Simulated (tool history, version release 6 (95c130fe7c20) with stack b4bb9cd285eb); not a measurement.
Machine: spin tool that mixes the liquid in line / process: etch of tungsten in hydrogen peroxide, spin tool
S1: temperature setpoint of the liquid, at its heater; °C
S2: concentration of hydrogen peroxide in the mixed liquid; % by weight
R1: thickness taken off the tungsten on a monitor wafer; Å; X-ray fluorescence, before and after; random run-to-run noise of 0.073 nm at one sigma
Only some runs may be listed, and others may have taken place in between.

Run 1, hour 0.0: S1 46.0 °C, S2 16.5 % by weight, time under the liquid (s) 15. Result: R1 120.550 Å.
Run 2, hour 8.5: S1 39.0 °C, S2 16.5 % by weight, time under the liquid (s) 15. Result: R1 76.752 Å.
Run 3, hour 9.7: S1 34.0 °C, S2 16.5 % by weight, time under the liquid (s) 15. Result: R1 55.124 Å.
Run 4, hour 12.0: S1 35.0 °C, S2 16.5 % by weight, time under the liquid (s) 15. Result: R1 59.307 Å.
Run 5, hour 20.4: S1 35.0 °C, S2 16.5 % by weight, time under the liquid (s) 15. Result: R1 59.336 Å.
Run 6, hour 28.6: S1 32.0 °C, S2 16.5 % by weight, time under the liquid (s) 15. Result: R1 48.035 Å.
Run 7, hour 29.2: S1 32.0 °C, S2 16.5 % by weight, time under the liquid (s) 15. Result: R1 48.174 Å.

The next listed run, before its measurement:
Run 8, hour 31.8: S1 33.5 °C, S2 16.5 % by weight, time under the liquid (s) 15. Result: R1 ?.

{"run 8": {"R1": 53.317}}

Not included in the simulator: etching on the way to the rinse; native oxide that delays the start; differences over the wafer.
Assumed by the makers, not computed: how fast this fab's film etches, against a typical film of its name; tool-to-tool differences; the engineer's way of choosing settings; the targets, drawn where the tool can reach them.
